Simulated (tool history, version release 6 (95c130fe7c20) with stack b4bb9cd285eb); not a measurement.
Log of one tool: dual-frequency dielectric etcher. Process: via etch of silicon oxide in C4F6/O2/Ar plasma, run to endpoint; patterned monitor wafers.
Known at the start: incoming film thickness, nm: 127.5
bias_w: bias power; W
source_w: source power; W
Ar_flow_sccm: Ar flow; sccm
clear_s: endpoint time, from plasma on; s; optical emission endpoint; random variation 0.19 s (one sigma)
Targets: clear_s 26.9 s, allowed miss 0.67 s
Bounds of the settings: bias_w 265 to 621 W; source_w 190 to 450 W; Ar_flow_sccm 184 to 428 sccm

| run | hour | bias_w | source_w | Ar_flow_sccm | clear_s |
|---|---|---|---|---|---|
| 1 | 0 | 443 | 320 | 306 | 31.076 |
| 2 | 1 | 476 | 320 | 306 | 30.797 |
| 3 | 1.6 | 536 | 320 | 306 | 29.401 |
| 4 | 3.8 | 536 | 270 | 306 | 32.008 |
| 5 | 12.3 | 536 | 220 | 306 | 35.132 |
| 6 | 13.6 | 591 | 220 | 306 | 34.408 |
| 7 | 20.6 | 596 | 240 | 302 | 32.508 |
| 8 | 28.1 | 600 | 250 | 299 | 31.497 |
| 9 | 36.3 | 603 | 260 | 297 | 31.488 |

Which of these 5 next moves meets every target?
| A | 44.5 | 539 | 330 | 270 | ? |
| B | 44.5 | 621 | 350 | 308 | ? |
| C | 44.5 | 617 | 300 | 301 | ? |
| D | 44.5 | 621 | 300 | 272 | ? |
| E | 44.5 | 616 | 310 | 266 | ? |

| move | clear_s |
|---|---|
| A | 28.278 |
| B | 26.662 |
| C | 28.62 |
| D | 28.331 |
| E | 27.922 |
A: nearer than the last run, and not there yet
B: meets every target
C: nearer than the last run, and not there yet
D: nearer than the last run, and not there yet
E: nearer than the last run, and not there yet
Answer: B
